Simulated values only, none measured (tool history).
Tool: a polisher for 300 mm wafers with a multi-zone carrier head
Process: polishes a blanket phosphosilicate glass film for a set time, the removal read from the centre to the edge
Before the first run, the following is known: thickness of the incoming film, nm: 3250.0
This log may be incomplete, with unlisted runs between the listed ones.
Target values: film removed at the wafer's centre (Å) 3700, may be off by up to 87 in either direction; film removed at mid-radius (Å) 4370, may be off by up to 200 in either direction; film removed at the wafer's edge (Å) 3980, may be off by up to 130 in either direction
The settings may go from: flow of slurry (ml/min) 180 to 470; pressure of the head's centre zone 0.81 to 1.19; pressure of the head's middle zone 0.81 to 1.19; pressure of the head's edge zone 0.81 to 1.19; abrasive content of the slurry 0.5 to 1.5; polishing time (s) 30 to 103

run	hour	flow of slurry (ml/min)	pressure of the head's centre zone	pressure of the head's middle zone	pressure of the head's edge zone	abrasive content of the slurry	polishing time (s)	film removed at the wafer's centre (Å)	film removed at mid-radius (Å)	film removed at the wafer's edge (Å)
1	0	300	1	1	1	1	66	4304.1	4888.2	4853.2
2	5.3	300	0.99	1	0.97	0.95	66	4188.3	4839.9	4724
3	12.5	300	0.99	1	0.97	0.95	50	3133.5	3651.3	3585.8
4	16.1	300	0.93	1	0.97	0.95	50	2949.5	3704	3549.2
5	23.3	300	0.93	1	0.97	0.85	50	2834	3440.5	3441.4
# hour 30.4: centre zone pressure recalibrated
6	30.4	310	0.96	1.03	0.99	0.9	50	3394.8	3661.1	3565.5
7	38.3	270	0.88	1.13	1.06	1	55	3544.4	4586.7	4185.8
8	46.1	285	0.9	1.12	1.05	1	55	3685.2	4405.5	4190.8
9	54.2	290	0.9	1.12	1.03	1	55	3681.7	4490.2	4138.9
10	60.8	295	0.9	1.12	1.02	1	55	3690.8	4507.5	4151

Which single option among these 4 for the next run brings every result within its allowed miss of target? Just one does.
A	67.4	280	0.92	1.11	0.99	1	54	?	?	?
B	67.4	290	0.94	1.05	1.04	0.95	58	?	?	?
C	67.4	325	0.89	1.11	0.96	0.85	65	?	?	?
D	67.4	205	0.95	1.18	1.09	1.15	53	?	?	?

move	film removed at the wafer's centre (Å)	film removed at mid-radius (Å)	film removed at the wafer's edge (Å)
A	3646.6	4409.3	3999.6
B	3921.9	4425.4	4313.4
C	3987.9	4982.1	4442.8
D	3835.1	4738.6	4293.6
A: each result inside its tolerance
B: misses by more than the last run did
C: misses by more than the last run did
D: misses by more than the last run did
So the answer is move A, the one that meets all the targets.

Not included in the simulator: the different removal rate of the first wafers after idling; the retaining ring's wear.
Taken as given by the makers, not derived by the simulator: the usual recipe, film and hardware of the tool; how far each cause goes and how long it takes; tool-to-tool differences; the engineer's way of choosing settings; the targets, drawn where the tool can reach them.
